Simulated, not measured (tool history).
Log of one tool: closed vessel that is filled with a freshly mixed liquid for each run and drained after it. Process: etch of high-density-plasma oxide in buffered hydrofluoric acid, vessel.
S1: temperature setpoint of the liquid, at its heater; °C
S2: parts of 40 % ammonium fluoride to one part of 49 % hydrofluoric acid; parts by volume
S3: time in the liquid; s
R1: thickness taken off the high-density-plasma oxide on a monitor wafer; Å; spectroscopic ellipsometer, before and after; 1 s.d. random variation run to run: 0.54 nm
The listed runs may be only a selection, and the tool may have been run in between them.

run 1 hour=0 | S1=22 S2=12.5 S3=95 | R1=848.51
run 2 hour=1.2 | S1=22 S2=12.5 S3=100 | R1=890.03
run 3 hour=5.7 | S1=21.5 S2=13 S3=100 | R1=828.79
run 4 hour=7.4 | S1=21 S2=13 S3=100 | R1=810.61
run 5 hour=14.8 | S1=20.5 S2=13.5 S3=100 | R1=757.78
run 6 hour=17.3 | S1=20.5 S2=16.5 S3=100 | R1=614.4

Estimate the outcome of run 7 from the log above:
run 7 hour=25.7 | S1=20 S2=16.5 S3=100 | R1=?

R1: 599.24 Å
